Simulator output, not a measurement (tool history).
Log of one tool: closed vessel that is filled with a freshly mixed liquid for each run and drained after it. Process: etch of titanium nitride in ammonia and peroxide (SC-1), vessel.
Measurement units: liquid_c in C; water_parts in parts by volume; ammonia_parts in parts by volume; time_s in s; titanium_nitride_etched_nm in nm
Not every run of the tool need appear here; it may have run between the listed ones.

run 1 hour=0 | liquid_c=52 water_parts=7 ammonia_parts=0.75 time_s=645 | titanium_nitride_etched_nm=83.185
run 2 hour=1.1 | liquid_c=52 water_parts=8 ammonia_parts=0.75 time_s=645 | titanium_nitride_etched_nm=78.564
run 3 hour=6.1 | liquid_c=52 water_parts=10 ammonia_parts=0.75 time_s=645 | titanium_nitride_etched_nm=70.627
run 4 hour=8.9 | liquid_c=52 water_parts=11.5 ammonia_parts=0.75 time_s=645 | titanium_nitride_etched_nm=64.768
run 5 hour=15.4 | liquid_c=52 water_parts=11.5 ammonia_parts=0.65 time_s=645 | titanium_nitride_etched_nm=63.907
run 6 hour=21 | liquid_c=54.5 water_parts=11.5 ammonia_parts=0.65 time_s=645 | titanium_nitride_etched_nm=75.371

Estimate the outcome of run 7 from the log above:
run 7 hour=29 | liquid_c=56.5 water_parts=11.5 ammonia_parts=0.65 time_s=645 | titanium_nitride_etched_nm=?

Run 7 measured titanium_nitride_etched_nm 86.762 nm.
